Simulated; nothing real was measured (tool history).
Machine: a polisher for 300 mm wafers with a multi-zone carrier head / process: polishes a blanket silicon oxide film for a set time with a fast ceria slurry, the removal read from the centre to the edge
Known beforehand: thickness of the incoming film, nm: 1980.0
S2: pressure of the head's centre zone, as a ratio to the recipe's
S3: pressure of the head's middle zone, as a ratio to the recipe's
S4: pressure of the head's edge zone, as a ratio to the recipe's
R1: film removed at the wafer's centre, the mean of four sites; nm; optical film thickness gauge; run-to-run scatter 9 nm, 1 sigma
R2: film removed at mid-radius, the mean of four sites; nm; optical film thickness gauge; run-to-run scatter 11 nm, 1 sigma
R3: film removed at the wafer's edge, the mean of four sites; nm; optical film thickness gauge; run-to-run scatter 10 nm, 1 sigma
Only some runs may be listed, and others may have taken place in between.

run 1 day=0 | flow_of_slurry_(ml/min)=245 S2=1 S3=1 S4=1 polishing_time_(s)=41 | R1=601.77 R2=568.73 R3=615.82
run 2 day=0.362 | flow_of_slurry_(ml/min)=215 S2=1 S3=1 S4=1 polishing_time_(s)=41 | R1=599.4 R2=553.6 R3=590.66
run 3 day=0.475 | flow_of_slurry_(ml/min)=215 S2=1 S3=1 S4=1 polishing_time_(s)=31 | R1=447.75 R2=430.76 R3=460.28
run 4 day=0.738 | flow_of_slurry_(ml/min)=215 S2=1 S3=1 S4=0.93 polishing_time_(s)=31 | R1=450.53 R2=430.19 R3=445.41
run 5 day=0.912 | flow_of_slurry_(ml/min)=215 S2=1 S3=0.94 S4=0.93 polishing_time_(s)=31 | R1=435.12 R2=412.34 R3=448.43
run 6 day=1.15 | flow_of_slurry_(ml/min)=230 S2=0.98 S3=0.97 S4=0.94 polishing_time_(s)=34 | R1=488.42 R2=456.96 R3=478.36
run 7 day=1.425 | flow_of_slurry_(ml/min)=225 S2=0.97 S3=1 S4=0.97 polishing_time_(s)=36 | R1=514.37 R2=499.57 R3=514.85

Run 8 has not been measured yet. What should we expect?
run 8 day=1.454 | flow_of_slurry_(ml/min)=235 S2=0.96 S3=1.02 S4=1 polishing_time_(s)=38 | R1=? R2=? R3=?

R1: 536.73 nm
R2: 531.79 nm
R3: 561.34 nm
